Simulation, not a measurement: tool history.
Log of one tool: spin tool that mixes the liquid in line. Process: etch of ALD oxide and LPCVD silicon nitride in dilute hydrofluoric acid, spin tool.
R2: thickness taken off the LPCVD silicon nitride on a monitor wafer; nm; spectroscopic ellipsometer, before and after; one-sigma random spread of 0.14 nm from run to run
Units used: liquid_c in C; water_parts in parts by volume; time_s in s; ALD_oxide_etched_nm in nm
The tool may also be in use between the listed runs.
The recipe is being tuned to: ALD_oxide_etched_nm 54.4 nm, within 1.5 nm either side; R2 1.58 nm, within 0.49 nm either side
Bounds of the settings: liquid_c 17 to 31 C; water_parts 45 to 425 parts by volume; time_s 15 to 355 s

run 1 day=0 | liquid_c=23 water_parts=235 time_s=180 | ALD_oxide_etched_nm=11.191 R2=0.33714
run 2 day=0.158 | liquid_c=24.5 water_parts=195 time_s=190 | ALD_oxide_etched_nm=15.523 R2=0.4923
run 3 day=0.275 | liquid_c=24.5 water_parts=240 time_s=190 | ALD_oxide_etched_nm=12.116 R2=0.39291
run 4 day=0.429 | liquid_c=25.5 water_parts=200 time_s=200 | ALD_oxide_etched_nm=16.401 R2=0.5045
run 5 day=0.55 | liquid_c=28.5 water_parts=200 time_s=200 | ALD_oxide_etched_nm=18.531 R2=0.7076
run 6 day=0.825 | liquid_c=28.5 water_parts=200 time_s=250 | ALD_oxide_etched_nm=22.793 R2=0.88689
run 7 day=1.042 | liquid_c=28.5 water_parts=170 time_s=250 | ALD_oxide_etched_nm=27.744 R2=0.9337
run 8 day=1.208 | liquid_c=29 water_parts=150 time_s=250 | ALD_oxide_etched_nm=32.413 R2=1.0163
run 9 day=1.512 | liquid_c=29.5 water_parts=135 time_s=250 | ALD_oxide_etched_nm=38.039 R2=1.2811
run 10 day=1.721 | liquid_c=30 water_parts=70 time_s=250 | ALD_oxide_etched_nm=82.4 R2=2.545
run 11 day=2.079 | liquid_c=29 water_parts=75 time_s=250 | ALD_oxide_etched_nm=74.496 R2=2.3559
run 12 day=2.175 | liquid_c=28 water_parts=80 time_s=250 | ALD_oxide_etched_nm=64.585 R2=1.9965
run 13 day=2.517 | liquid_c=27 water_parts=80 time_s=250 | ALD_oxide_etched_nm=63.292 R2=2.0196
run 14 day=2.883 | liquid_c=26 water_parts=80 time_s=250 | ALD_oxide_etched_nm=61.349 R2=1.6887

4 next moves are on the table. One of them brings every result within its allowed miss. Which?
run A day=3.25 | liquid_c=26 water_parts=90 time_s=255 | ALD_oxide_etched_nm=? R2=?
run B day=3.25 | liquid_c=21.5 water_parts=75 time_s=235 | ALD_oxide_etched_nm=? R2=?
run C day=3.25 | liquid_c=21 water_parts=75 time_s=345 | ALD_oxide_etched_nm=? R2=?
run D day=3.25 | liquid_c=18 water_parts=70 time_s=320 | ALD_oxide_etched_nm=? R2=?

move=A ALD_oxide_etched_nm=54.578 R2=1.548
move=B ALD_oxide_etched_nm=51.322 R2=1.2654
move=C ALD_oxide_etched_nm=73.804 R2=1.7955
move=D ALD_oxide_etched_nm=65.036 R2=1.4478
A: all results land within tolerance of their targets
B: moves the result that the last run missed by most past its target, out the other side
C: lands further from the targets than the last run did
D: lands further from the targets than the last run did
So the answer is move A, the one that meets all the targets.

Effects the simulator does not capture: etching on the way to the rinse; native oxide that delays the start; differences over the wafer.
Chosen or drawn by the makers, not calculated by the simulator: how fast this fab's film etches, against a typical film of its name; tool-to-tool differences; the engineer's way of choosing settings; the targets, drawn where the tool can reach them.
